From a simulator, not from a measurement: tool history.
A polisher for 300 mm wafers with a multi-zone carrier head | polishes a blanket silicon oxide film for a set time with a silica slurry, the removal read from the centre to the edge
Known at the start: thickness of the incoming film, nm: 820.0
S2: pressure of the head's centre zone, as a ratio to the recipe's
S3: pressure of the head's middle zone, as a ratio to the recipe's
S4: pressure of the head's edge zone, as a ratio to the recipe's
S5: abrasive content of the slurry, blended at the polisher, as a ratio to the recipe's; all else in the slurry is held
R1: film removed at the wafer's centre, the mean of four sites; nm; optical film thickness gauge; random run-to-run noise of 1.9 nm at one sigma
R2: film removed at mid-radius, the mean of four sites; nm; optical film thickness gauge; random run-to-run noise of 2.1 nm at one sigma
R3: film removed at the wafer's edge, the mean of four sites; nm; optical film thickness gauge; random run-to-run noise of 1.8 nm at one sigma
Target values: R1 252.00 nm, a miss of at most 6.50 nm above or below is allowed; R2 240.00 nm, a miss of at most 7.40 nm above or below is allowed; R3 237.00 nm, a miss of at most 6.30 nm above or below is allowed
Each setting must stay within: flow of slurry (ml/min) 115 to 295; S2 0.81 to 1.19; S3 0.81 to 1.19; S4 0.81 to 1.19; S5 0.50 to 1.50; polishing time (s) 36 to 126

Run 1, hour 0.0: flow of slurry (ml/min) 190, S2 1.00, S3 1.00, S4 1.00, S5 1.00, polishing time (s) 81. Result: R1 191.59 nm, R2 182.17 nm, R3 180.77 nm.
Run 2, hour 7.8: flow of slurry (ml/min) 190, S2 1.00, S3 1.00, S4 1.00, S5 1.10, polishing time (s) 81. Result: R1 198.83 nm, R2 195.14 nm, R3 191.38 nm.
Run 3, hour 14.3: flow of slurry (ml/min) 205, S2 1.03, S3 1.01, S4 1.04, S5 1.15, polishing time (s) 81. Result: R1 214.07 nm, R2 203.63 nm, R3 201.75 nm.
Run 4, hour 20.4: flow of slurry (ml/min) 205, S2 1.03, S3 0.93, S4 1.04, S5 1.15, polishing time (s) 81. Result: R1 212.44 nm, R2 191.11 nm, R3 200.22 nm.
Run 5, hour 28.5: flow of slurry (ml/min) 205, S2 1.03, S3 0.93, S4 0.96, S5 1.15, polishing time (s) 81. Result: R1 213.24 nm, R2 188.62 nm, R3 194.29 nm.
Run 6, hour 31.1: flow of slurry (ml/min) 205, S2 1.03, S3 0.93, S4 0.96, S5 1.25, polishing time (s) 81. Result: R1 222.49 nm, R2 198.09 nm, R3 202.78 nm.
Run 7, hour 35.7: flow of slurry (ml/min) 220, S2 1.04, S3 0.95, S4 1.00, S5 1.25, polishing time (s) 81. Result: R1 226.86 nm, R2 203.86 nm, R3 210.77 nm.
Run 8, hour 36.7: flow of slurry (ml/min) 230, S2 1.05, S3 0.98, S4 1.02, S5 1.25, polishing time (s) 81. Result: R1 227.94 nm, R2 207.26 nm, R3 211.10 nm.
Run 9, hour 41.8: flow of slurry (ml/min) 230, S2 1.06, S3 1.01, S4 1.05, S5 1.30, polishing time (s) 81. Result: R1 234.36 nm, R2 217.39 nm, R3 221.49 nm.
Run 10, hour 49.8: flow of slurry (ml/min) 235, S2 1.07, S3 1.03, S4 1.06, S5 1.30, polishing time (s) 81. Result: R1 239.01 nm, R2 222.04 nm, R3 221.10 nm.
Run 11, hour 57.1: flow of slurry (ml/min) 240, S2 1.08, S3 1.04, S4 1.08, S5 1.30, polishing time (s) 81. Result: R1 244.40 nm, R2 224.34 nm, R3 222.65 nm.
Run 12, hour 61.2: flow of slurry (ml/min) 245, S2 1.08, S3 1.05, S4 1.10, S5 1.30, polishing time (s) 81. Result: R1 245.27 nm, R2 229.95 nm, R3 222.34 nm.
Run 13, hour 66.4: flow of slurry (ml/min) 245, S2 1.08, S3 1.05, S4 1.11, S5 1.35, polishing time (s) 81. Result: R1 249.00 nm, R2 230.03 nm, R3 229.41 nm.

Which single option among these 4 for the next run brings every result within its allowed miss of target? Just one does.
Run A, hour 71.6: flow of slurry (ml/min) 220, S2 1.05, S3 1.16, S4 1.10, S5 1.20, polishing time (s) 91. Result: R1 ?, R2 ?, R3 ?.
Run B, hour 71.6: flow of slurry (ml/min) 250, S2 0.96, S3 1.11, S4 1.05, S5 1.20, polishing time (s) 91. Result: R1 ?, R2 ?, R3 ?.
Run C, hour 71.6: flow of slurry (ml/min) 190, S2 1.10, S3 1.10, S4 1.04, S5 1.45, polishing time (s) 81. Result: R1 ?, R2 ?, R3 ?.
Run D, hour 71.6: flow of slurry (ml/min) 165, S2 1.04, S3 1.02, S4 1.03, S5 1.45, polishing time (s) 88. Result: R1 ?, R2 ?, R3 ?.

move      R1      R2      R3
   A  251.97  261.55  240.46
   B  233.86  255.77  237.63
   C  251.12  238.36  224.19
   D  252.11  238.45  239.22
A: pushes the last run's worst result past its target
B: pushes the last run's worst result past its target
C: corrects the largest miss of the last run, while another result sits out of spec
D: all results land within tolerance of their targets
The move that meets every target is D.

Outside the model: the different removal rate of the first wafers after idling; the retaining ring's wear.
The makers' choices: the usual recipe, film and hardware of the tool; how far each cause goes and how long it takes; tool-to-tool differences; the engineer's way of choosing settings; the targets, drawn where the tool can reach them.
